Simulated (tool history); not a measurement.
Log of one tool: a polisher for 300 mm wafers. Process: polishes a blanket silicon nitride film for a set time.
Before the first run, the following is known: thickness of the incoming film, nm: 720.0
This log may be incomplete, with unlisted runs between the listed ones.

run  hour  flow of slurry (ml/min)  pressure of the wafer on the pad (kPa)  speed of the pad under the wafer (m/s)  polishing time (s)  film removed (nm)
  1     0                      255                                    30.3                                    1.06                  57             121.91
  2   8.5                      255                                    31.7                                    1.06                  57             127.69
  3  14.2                      255                                    33.1                                    1.06                  57             131.71
  4  22.7                      255                                    33.1                                    0.92                  57                121
  5  31.3                      255                                    35.2                                    0.92                  57             126.29
  6  36.1                      255                                    30.3                                    0.92                  57             113.38

For run 7, what comes out?
  7  43.6                      255                                    33.8                                    0.92                  57                  ?

film removed (nm): 122.46
